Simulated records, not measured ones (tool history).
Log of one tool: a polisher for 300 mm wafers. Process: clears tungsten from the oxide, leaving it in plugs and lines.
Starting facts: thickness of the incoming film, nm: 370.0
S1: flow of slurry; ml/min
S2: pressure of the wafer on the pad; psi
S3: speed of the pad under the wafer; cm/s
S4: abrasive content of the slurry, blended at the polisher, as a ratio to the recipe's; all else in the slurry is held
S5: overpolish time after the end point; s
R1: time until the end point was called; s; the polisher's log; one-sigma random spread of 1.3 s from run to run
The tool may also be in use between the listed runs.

| run | hour | S1 | S2 | S3 | S4 | S5 | R1 |
|---|---|---|---|---|---|---|---|
| 1 | 0 | 180 | 2.5 | 138 | 1 | 42 | 99.583 |
| 2 | 5.4 | 175 | 2.2 | 138 | 1 | 42 | 110.11 |
| 3 | 11.4 | 175 | 1.6 | 138 | 1 | 42 | 136.87 |
| 4 | 16.2 | 175 | 1.6 | 166 | 1 | 42 | 114.15 |
| 5 | 24.6 | 170 | 1.4 | 164 | 1 | 42 | 129.48 |
| 6 | 31.2 | 170 | 1.4 | 164 | 1.15 | 42 | 125.33 |
| 7 | 36.5 | 160 | 1.3 | 164 | 1.15 | 42 | 132.93 |
| 8 | 43.1 | 150 | 1.3 | 164 | 1.15 | 42 | 130.38 |
|  | 45.4 | head pressure recalibrated |
| 9 | 45.4 | 150 | 1.2 | 162 | 1.15 | 42 | 132.82 |

Forecast run 10:
| 10 | 54.4 | 140 | 1.1 | 152 | 1.15 | 42 | ? |

R1: 153.75 s

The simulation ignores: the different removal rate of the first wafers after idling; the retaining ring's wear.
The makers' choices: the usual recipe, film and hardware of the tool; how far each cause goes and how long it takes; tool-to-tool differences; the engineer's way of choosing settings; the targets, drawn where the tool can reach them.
